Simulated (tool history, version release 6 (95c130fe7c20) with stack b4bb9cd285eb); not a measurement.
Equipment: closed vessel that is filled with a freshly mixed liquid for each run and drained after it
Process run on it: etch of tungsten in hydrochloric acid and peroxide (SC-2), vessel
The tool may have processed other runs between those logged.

| run | hour | temperature setpoint of the liquid (°C) | parts of water to one part each of 37 % hydrochloric acid and 30 % peroxide (parts by volume) | time in the liquid (s) | thickness taken off the tungsten on a monitor wafer (angstrom) |
|---|---|---|---|---|---|
| 1 | 0 | 55 | 9 | 30 | 51.711 |
| 2 | 5.3 | 55.5 | 9 | 30 | 53.475 |
| 3 | 8.5 | 56 | 9 | 30 | 55.152 |
| 4 | 14.7 | 56.5 | 9 | 30 | 56.869 |
| 5 | 17.8 | 50 | 9 | 30 | 36.997 |
| 6 | 24.6 | 51.5 | 9 | 30 | 41.31 |

What will run 7 give?
| 7 | 32.4 | 52.5 | 9 | 30 | ? |

{"run 7": {"thickness taken off the tungsten on a monitor wafer (angstrom)": 43.953}}
